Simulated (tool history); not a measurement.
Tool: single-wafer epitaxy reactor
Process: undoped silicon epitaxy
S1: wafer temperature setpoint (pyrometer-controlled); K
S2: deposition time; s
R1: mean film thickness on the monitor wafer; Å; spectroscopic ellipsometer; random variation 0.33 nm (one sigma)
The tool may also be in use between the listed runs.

Run 1, hour 0: S1 923.15 K, S2 370 s. Result: R1 718.75 Å.
Run 2, hour 2.7: S1 926.15 K, S2 370 s. Result: R1 769.89 Å.
Run 3, hour 3.2: S1 928.15 K, S2 370 s. Result: R1 798.03 Å.
Run 4, hour 5.1: S1 928.15 K, S2 329 s. Result: R1 704.72 Å.
Run 5, hour 6.1: S1 928.15 K, S2 281 s. Result: R1 599.04 Å.
Run 6, hour 14.7: S1 928.15 K, S2 312 s. Result: R1 672.43 Å.
Run 7, hour 23.6: S1 932.15 K, S2 312 s. Result: R1 726.33 Å.
Run 8, hour 24.8: S1 935.15 K, S2 312 s. Result: R1 772.73 Å.
Run 9, hour 33.6: S1 937.15 K, S2 312 s. Result: R1 805.36 Å.

Run 10 comes next. What will it give?
Run 10, hour 38.9: S1 939.15 K, S2 312 s. Result: R1 ?.

R1: 833.07 Å

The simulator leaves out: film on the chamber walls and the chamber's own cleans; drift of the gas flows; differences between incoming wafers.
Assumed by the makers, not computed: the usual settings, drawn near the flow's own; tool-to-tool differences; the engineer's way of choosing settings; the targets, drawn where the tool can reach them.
